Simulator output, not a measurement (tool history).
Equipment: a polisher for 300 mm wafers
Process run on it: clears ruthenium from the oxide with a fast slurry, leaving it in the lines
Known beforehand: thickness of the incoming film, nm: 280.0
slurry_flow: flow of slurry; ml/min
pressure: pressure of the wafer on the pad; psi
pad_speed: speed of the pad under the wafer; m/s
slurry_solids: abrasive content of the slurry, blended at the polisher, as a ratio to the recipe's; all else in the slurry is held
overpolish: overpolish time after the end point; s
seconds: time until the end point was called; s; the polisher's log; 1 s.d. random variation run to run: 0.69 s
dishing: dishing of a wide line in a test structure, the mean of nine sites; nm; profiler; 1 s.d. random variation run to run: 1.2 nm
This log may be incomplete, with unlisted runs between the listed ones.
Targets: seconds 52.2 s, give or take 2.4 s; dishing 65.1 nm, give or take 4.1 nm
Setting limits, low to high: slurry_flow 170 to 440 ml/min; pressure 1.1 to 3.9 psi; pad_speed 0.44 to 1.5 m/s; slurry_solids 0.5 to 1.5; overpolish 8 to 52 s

Run 1, hour 0: slurry_flow 280 ml/min, pressure 2.5 psi, pad_speed 0.96 m/s, slurry_solids 1, overpolish 26 s. Result: seconds 70.39 s, dishing 75.085 nm.
Run 2, hour 8.8: slurry_flow 345 ml/min, pressure 2.5 psi, pad_speed 0.96 m/s, slurry_solids 1, overpolish 26 s. Result: seconds 70.557 s, dishing 76.287 nm.
Run 3, hour 13.8: slurry_flow 345 ml/min, pressure 2.5 psi, pad_speed 0.96 m/s, slurry_solids 1.1, overpolish 26 s. Result: seconds 66.047 s, dishing 79.497 nm.
Run 4, hour 15.1: slurry_flow 345 ml/min, pressure 2.7 psi, pad_speed 0.96 m/s, slurry_solids 1.1, overpolish 22 s. Result: seconds 62.053 s, dishing 75.94 nm.
Run 5, hour 16.4: slurry_flow 345 ml/min, pressure 2.7 psi, pad_speed 0.96 m/s, slurry_solids 1.15, overpolish 22 s. Result: seconds 58.475 s, dishing 74.257 nm.
Run 6, hour 18.9: slurry_flow 345 ml/min, pressure 3.2 psi, pad_speed 0.96 m/s, slurry_solids 1.15, overpolish 22 s. Result: seconds 50.199 s, dishing 84.502 nm.
Run 7, hour 21.4: slurry_flow 345 ml/min, pressure 3.1 psi, pad_speed 0.96 m/s, slurry_solids 1.15, overpolish 19 s. Result: seconds 53.546 s, dishing 71.558 nm.
Run 8, hour 22.5: slurry_flow 345 ml/min, pressure 3.1 psi, pad_speed 0.96 m/s, slurry_solids 1.15, overpolish 19 s. Result: seconds 52.331 s, dishing 75.116 nm.

Which one of the following 5 next-run settings gets every result inside its allowed miss? There is exactly one.
Run A, hour 23.6: slurry_flow 355 ml/min, pressure 2.8 psi, pad_speed 0.94 m/s, slurry_solids 1.1, overpolish 18 s. Result: seconds ?, dishing ?.
Run B, hour 23.6: slurry_flow 315 ml/min, pressure 3 psi, pad_speed 0.84 m/s, slurry_solids 1.15, overpolish 21 s. Result: seconds ?, dishing ?.
Run C, hour 23.6: slurry_flow 250 ml/min, pressure 3.6 psi, pad_speed 0.82 m/s, slurry_solids 1.15, overpolish 21 s. Result: seconds ?, dishing ?.
Run D, hour 23.6: slurry_flow 330 ml/min, pressure 3.3 psi, pad_speed 0.9 m/s, slurry_solids 1.1, overpolish 16 s. Result: seconds ?, dishing ?.
Run E, hour 23.6: slurry_flow 305 ml/min, pressure 2.6 psi, pad_speed 0.98 m/s, slurry_solids 1.2, overpolish 18 s. Result: seconds ?, dishing ?.

move  seconds  dishing
   A   59.701   63.194
   B   59.862   71.251
   C   52.268   79.023
   D   52.912   63.343
   E   59.904   63.021
A: brings the result that was furthest off to its target, and leaves another outside
B: further off than the last run
C: further off than the last run
D: in spec on every target
E: brings the result that was furthest off to its target, and leaves another outside
D meets every target.

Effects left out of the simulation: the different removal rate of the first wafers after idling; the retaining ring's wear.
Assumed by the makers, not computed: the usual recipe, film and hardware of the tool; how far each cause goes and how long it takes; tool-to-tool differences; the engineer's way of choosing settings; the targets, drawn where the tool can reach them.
